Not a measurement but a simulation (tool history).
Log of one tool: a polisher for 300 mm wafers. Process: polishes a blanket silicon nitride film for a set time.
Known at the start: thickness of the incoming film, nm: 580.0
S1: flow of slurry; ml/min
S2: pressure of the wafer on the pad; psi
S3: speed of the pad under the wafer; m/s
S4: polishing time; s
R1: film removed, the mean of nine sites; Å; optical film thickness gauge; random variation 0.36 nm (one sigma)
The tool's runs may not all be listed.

Run 1, hour 0: S1 205 ml/min, S2 2.4 psi, S3 1.28 m/s, S4 36 s. Result: R1 563.25 Å.
Run 2, hour 2.8: S1 205 ml/min, S2 2.6 psi, S3 1.28 m/s, S4 36 s. Result: R1 625.32 Å.
Run 3, hour 5.3: S1 205 ml/min, S2 2.6 psi, S3 1.28 m/s, S4 36 s. Result: R1 625.07 Å.
Run 4, hour 7.3: S1 205 ml/min, S2 2.5 psi, S3 1.28 m/s, S4 36 s. Result: R1 585.19 Å.
Run 5, hour 11.9: S1 205 ml/min, S2 2.4 psi, S3 1.28 m/s, S4 36 s. Result: R1 567.37 Å.
Run 6, hour 19.5: S1 205 ml/min, S2 2.4 psi, S3 1.52 m/s, S4 36 s. Result: R1 635.97 Å.
Run 7, hour 26.5: S1 205 ml/min, S2 2.3 psi, S3 1.52 m/s, S4 36 s. Result: R1 608.76 Å.

Forecast run 8:
Run 8, hour 27.5: S1 205 ml/min, S2 2.2 psi, S3 1.52 m/s, S4 36 s. Result: R1 ?.

Run 8 gave R1 566.27 Å.

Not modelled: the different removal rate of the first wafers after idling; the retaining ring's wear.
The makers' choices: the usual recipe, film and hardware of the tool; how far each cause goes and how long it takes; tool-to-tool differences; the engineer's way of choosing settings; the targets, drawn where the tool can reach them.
